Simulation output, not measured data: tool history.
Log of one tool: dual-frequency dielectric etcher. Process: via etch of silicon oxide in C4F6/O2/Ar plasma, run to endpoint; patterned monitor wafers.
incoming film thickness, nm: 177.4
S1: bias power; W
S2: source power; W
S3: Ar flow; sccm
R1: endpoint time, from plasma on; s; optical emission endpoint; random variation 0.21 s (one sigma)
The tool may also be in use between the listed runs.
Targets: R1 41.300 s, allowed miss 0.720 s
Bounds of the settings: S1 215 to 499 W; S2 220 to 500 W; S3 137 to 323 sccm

run,hour,S1,S2,S3,R1
1,0.0,357,360,230,48.972
2,8.3,384,370,229,46.740
3,16.5,384,310,229,50.119
4,21.8,384,310,205,49.804
5,26.1,407,320,204,47.591
6,32.4,425,330,203,45.833
7,40.9,440,330,203,45.182
8,42.3,452,330,202,44.310
9,44.7,461,330,202,44.149
10,50.3,469,330,201,43.198
11,57.8,475,330,201,43.323
# hour 63.4: bias power generator calibrated
12,63.4,480,330,200,43.597

4 next moves are on the table. One of them brings every result within its allowed miss. Which?
A,69.0,484,340,195,?
B,69.0,499,320,194,?
C,69.0,463,420,235,?
D,69.0,488,330,205,?

move,R1
A,42.661
B,42.988
C,40.807
D,43.132
A: nearer than the last run, and not there yet
B: nearer than the last run, and not there yet
C: meets every target
D: nearer than the last run, and not there yet
Move C is the one to make.
